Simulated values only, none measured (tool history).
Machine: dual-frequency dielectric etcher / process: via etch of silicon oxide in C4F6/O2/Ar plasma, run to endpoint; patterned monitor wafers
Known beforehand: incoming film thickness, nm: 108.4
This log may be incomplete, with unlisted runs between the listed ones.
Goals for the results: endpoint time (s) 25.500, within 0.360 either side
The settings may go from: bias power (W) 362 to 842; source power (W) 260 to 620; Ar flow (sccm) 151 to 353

run	hour	bias power (W)	source power (W)	Ar flow (sccm)	endpoint time (s)
1	0.0	602	440	252	23.600
2	7.8	581	440	252	23.923
3	11.5	641	440	252	22.950
4	15.2	577	440	252	24.157
5	22.8	565	440	252	24.148
6	29.5	565	500	252	23.034
7	35.3	539	500	252	23.412
8	39.1	517	500	252	23.800
9	39.8	404	490	253	26.207
10	45.8	410	490	253	26.022
11	47.7	415	490	253	26.103
12	51.7	420	490	253	25.919
13	55.7	424	490	253	25.989

Of the 5 settings listed for the next run, only one would bring every result within its allowed miss of target. Which one?
A	59.7	462	470	206	?
B	59.7	388	510	279	?
C	59.7	463	460	248	?
D	59.7	450	490	220	?
E	59.7	475	490	265	?

move	endpoint time (s)
A	24.814
B	26.763
C	25.717
D	24.869
E	25.020
A: takes the biggest miss from the last run beyond its target
B: the biggest miss grows against the last run
C: every result within its allowed miss
D: takes the biggest miss from the last run beyond its target
E: takes the biggest miss from the last run beyond its target
C meets every target.

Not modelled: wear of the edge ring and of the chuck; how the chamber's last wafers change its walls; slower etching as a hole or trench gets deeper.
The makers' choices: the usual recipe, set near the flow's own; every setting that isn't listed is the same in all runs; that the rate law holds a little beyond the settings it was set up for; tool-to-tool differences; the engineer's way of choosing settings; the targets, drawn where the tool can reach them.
